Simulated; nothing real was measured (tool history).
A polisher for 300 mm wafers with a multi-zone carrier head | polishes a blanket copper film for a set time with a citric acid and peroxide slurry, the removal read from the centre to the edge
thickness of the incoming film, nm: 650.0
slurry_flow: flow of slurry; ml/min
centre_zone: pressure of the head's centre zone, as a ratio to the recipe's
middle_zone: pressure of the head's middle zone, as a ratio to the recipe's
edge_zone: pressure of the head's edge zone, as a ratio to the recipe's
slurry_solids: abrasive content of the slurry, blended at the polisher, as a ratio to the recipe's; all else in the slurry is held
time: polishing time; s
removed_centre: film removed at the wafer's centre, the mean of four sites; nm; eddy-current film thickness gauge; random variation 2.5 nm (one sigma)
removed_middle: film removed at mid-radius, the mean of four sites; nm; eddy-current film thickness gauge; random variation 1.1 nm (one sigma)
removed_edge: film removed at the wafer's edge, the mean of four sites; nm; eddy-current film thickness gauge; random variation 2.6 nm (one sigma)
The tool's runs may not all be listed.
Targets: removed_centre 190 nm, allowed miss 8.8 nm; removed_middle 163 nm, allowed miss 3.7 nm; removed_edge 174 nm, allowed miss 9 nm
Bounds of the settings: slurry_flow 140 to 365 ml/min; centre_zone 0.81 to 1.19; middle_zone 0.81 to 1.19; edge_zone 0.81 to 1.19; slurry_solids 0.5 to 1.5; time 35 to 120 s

Run 1, hour 0: slurry_flow 235 ml/min, centre_zone 1, middle_zone 1, edge_zone 1, slurry_solids 1, time 77 s. Result: removed_centre 185.57 nm, removed_middle 187.75 nm, removed_edge 180.87 nm.
Run 2, hour 6.7: slurry_flow 235 ml/min, centre_zone 1, middle_zone 1, edge_zone 1, slurry_solids 1, time 64 s. Result: removed_centre 157.31 nm, removed_middle 153.27 nm, removed_edge 150.97 nm.
Run 3, hour 15.6: slurry_flow 250 ml/min, centre_zone 1.03, middle_zone 1, edge_zone 1.04, slurry_solids 1.05, time 64 s. Result: removed_centre 158.91 nm, removed_middle 155.75 nm, removed_edge 154.79 nm.
Run 4, hour 20.6: slurry_flow 250 ml/min, centre_zone 1.03, middle_zone 1, edge_zone 1.04, slurry_solids 1.05, time 76 s. Result: removed_centre 188.09 nm, removed_middle 187.93 nm, removed_edge 185.53 nm.
Run 5, hour 29.3: slurry_flow 240 ml/min, centre_zone 1.04, middle_zone 0.97, edge_zone 1.02, slurry_solids 1, time 76 s. Result: removed_centre 192.91 nm, removed_middle 180.09 nm, removed_edge 180.68 nm.
Run 6, hour 36.7: slurry_flow 190 ml/min, centre_zone 1.04, middle_zone 0.97, edge_zone 1.02, slurry_solids 1, time 76 s. Result: removed_centre 180.87 nm, removed_middle 174.53 nm, removed_edge 178.01 nm.
Run 7, hour 45.2: slurry_flow 185 ml/min, centre_zone 1.06, middle_zone 0.95, edge_zone 1.01, slurry_solids 1, time 76 s. Result: removed_centre 186.94 nm, removed_middle 169.1 nm, removed_edge 177.01 nm.
Run 8, hour 49.1: slurry_flow 180 ml/min, centre_zone 1.07, middle_zone 0.94, edge_zone 1, slurry_solids 1, time 76 s. Result: removed_centre 180.19 nm, removed_middle 168.66 nm, removed_edge 169.98 nm.

5 next moves are on the table. One of them brings every result within its allowed miss. Which?
Run A, hour 53: slurry_flow 185 ml/min, centre_zone 1.05, middle_zone 1.07, edge_zone 0.89, slurry_solids 0.95, time 70 s. Result: removed_centre ?, removed_middle ?, removed_edge ?.
Run B, hour 53: slurry_flow 255 ml/min, centre_zone 1, middle_zone 1.02, edge_zone 0.92, slurry_solids 1.25, time 68 s. Result: removed_centre ?, removed_middle ?, removed_edge ?.
Run C, hour 53: slurry_flow 200 ml/min, centre_zone 1.06, middle_zone 0.88, edge_zone 0.92, slurry_solids 1.5, time 70 s. Result: removed_centre ?, removed_middle ?, removed_edge ?.
Run D, hour 53: slurry_flow 165 ml/min, centre_zone 1.03, middle_zone 0.95, edge_zone 1.05, slurry_solids 1.05, time 74 s. Result: removed_centre ?, removed_middle ?, removed_edge ?.
Run E, hour 53: slurry_flow 140 ml/min, centre_zone 1.06, middle_zone 0.97, edge_zone 1.05, slurry_solids 1.1, time 75 s. Result: removed_centre ?, removed_middle ?, removed_edge ?.

move  removed_centre  removed_middle  removed_edge
   A          166.66          171.24        146.74
   B           173.9          178.17        159.16
   C          188.86          163.22        166.79
   D          172.63          163.72        167.05
   E          173.75          164.29        166.49
A: further off than the last run
B: further off than the last run
C: meets every target
D: brings the result that was furthest off to its target, and leaves another outside
E: brings the result that was furthest off to its target, and leaves another outside
The right move is C.
